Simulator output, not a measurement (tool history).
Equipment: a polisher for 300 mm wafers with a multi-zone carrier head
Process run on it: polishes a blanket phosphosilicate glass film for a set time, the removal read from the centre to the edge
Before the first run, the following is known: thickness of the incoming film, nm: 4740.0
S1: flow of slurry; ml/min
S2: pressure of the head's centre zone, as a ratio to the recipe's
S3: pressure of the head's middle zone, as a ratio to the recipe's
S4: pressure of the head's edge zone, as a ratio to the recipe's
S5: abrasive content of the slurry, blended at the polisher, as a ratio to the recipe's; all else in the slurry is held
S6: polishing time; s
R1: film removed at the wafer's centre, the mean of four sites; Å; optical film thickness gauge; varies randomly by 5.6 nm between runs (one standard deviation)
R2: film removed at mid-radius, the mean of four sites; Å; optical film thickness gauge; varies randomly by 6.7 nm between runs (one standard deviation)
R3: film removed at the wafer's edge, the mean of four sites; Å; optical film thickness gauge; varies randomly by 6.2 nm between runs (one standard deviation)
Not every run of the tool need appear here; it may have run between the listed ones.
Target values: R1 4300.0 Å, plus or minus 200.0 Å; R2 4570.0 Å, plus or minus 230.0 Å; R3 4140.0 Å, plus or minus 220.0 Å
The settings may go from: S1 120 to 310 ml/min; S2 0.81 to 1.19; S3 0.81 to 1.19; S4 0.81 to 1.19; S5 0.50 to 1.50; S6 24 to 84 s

Run 1, hour 0.0: S1 200 ml/min, S2 1.00, S3 1.00, S4 1.00, S5 1.00, S6 54 s. Result: R1 2833.2 Å, R2 2825.9 Å, R3 2987.0 Å.
Run 2, hour 8.2: S1 210 ml/min, S2 1.02, S3 1.05, S4 1.00, S5 1.15, S6 55 s. Result: R1 3116.3 Å, R2 3164.8 Å, R3 3257.9 Å.
Run 3, hour 15.6: S1 210 ml/min, S2 1.02, S3 1.05, S4 1.00, S5 1.15, S6 44 s. Result: R1 2556.9 Å, R2 2669.7 Å, R3 2583.1 Å.
Run 4, hour 19.1: S1 210 ml/min, S2 1.02, S3 1.05, S4 1.00, S5 1.35, S6 44 s. Result: R1 2750.6 Å, R2 2784.3 Å, R3 2777.0 Å.
Run 5, hour 26.1: S1 160 ml/min, S2 1.02, S3 1.05, S4 1.00, S5 1.35, S6 44 s. Result: R1 2594.9 Å, R2 2650.5 Å, R3 2714.8 Å.
Run 6, hour 27.3: S1 185 ml/min, S2 1.04, S3 1.09, S4 1.00, S5 1.40, S6 49 s. Result: R1 3133.7 Å, R2 3186.3 Å, R3 3066.1 Å.
Run 7, hour 32.9: S1 195 ml/min, S2 1.04, S3 1.12, S4 1.02, S5 1.45, S6 52 s. Result: R1 3285.6 Å, R2 3584.5 Å, R3 3309.4 Å.
At hour 36.3: edge zone pressure recalibrated.
Run 8, hour 36.3: S1 200 ml/min, S2 1.06, S3 1.13, S4 1.04, S5 1.45, S6 55 s. Result: R1 3531.3 Å, R2 3771.3 Å, R3 3569.0 Å.

Which single option among these 4 for the next run brings every result within its allowed miss of target? Just one does.
Run A, hour 39.7: S1 215 ml/min, S2 1.05, S3 1.14, S4 0.99, S5 1.50, S6 65 s. Result: R1 ?, R2 ?, R3 ?.
Run B, hour 39.7: S1 185 ml/min, S2 0.83, S3 1.19, S4 1.12, S5 1.40, S6 63 s. Result: R1 ?, R2 ?, R3 ?.
Run C, hour 39.7: S1 180 ml/min, S2 1.00, S3 1.09, S4 1.06, S5 1.35, S6 42 s. Result: R1 ?, R2 ?, R3 ?.
Run D, hour 39.7: S1 150 ml/min, S2 1.19, S3 0.84, S4 1.14, S5 1.50, S6 61 s. Result: R1 ?, R2 ?, R3 ?.

move      R1      R2      R3
   A  4303.9  4690.8  4154.2
   B  3291.6  4529.3  4130.3
   C  2520.4  2771.2  2639.8
   D  4334.6  3381.9  4100.9
A: every result within its allowed miss
B: moves away from the targets compared with the last run
C: moves away from the targets compared with the last run
D: gets the furthest-off result to its target, but another result is out of tolerance
Correct choice: A, which meets every target
